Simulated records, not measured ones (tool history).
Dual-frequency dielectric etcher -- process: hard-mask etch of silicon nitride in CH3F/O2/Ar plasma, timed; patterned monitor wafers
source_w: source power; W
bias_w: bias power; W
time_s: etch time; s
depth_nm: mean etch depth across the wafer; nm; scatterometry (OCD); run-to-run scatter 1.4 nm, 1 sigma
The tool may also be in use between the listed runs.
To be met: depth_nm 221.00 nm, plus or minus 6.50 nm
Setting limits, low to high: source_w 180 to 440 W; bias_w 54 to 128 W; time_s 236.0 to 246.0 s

run    day  source_w  bias_w  time_s  depth_nm
  1  0.000       310      91   236.0    179.45
  2  0.071       340      91   236.0    187.96
  3  0.104       360      94   236.5    201.44
  4  0.417       370      95   236.5    203.35
  5  0.771       380      96   236.5    208.86
  6  1.100       380      96   236.0    206.25
  7  1.467       390      97   236.0    208.85
  8  1.583       400      98   236.0    211.30

Which one of the following 5 next-run settings gets every result inside its allowed miss? There is exactly one.
  A  1.700       410      96   243.0         ?
  B  1.700       410      87   237.5         ?
  C  1.700       390     117   246.0         ?
  D  1.700       430     111   236.0         ?
  E  1.700       410     106   246.0         ?

move  depth_nm
   A    218.90
   B    203.64
   C    238.62
   D    233.57
   E    232.76
A: in spec on every target
B: its largest miss is bigger than the last run's
C: carries the result that was furthest off beyond its target, to the other side
D: carries the result that was furthest off beyond its target, to the other side
E: carries the result that was furthest off beyond its target, to the other side
The move that meets every target is A.

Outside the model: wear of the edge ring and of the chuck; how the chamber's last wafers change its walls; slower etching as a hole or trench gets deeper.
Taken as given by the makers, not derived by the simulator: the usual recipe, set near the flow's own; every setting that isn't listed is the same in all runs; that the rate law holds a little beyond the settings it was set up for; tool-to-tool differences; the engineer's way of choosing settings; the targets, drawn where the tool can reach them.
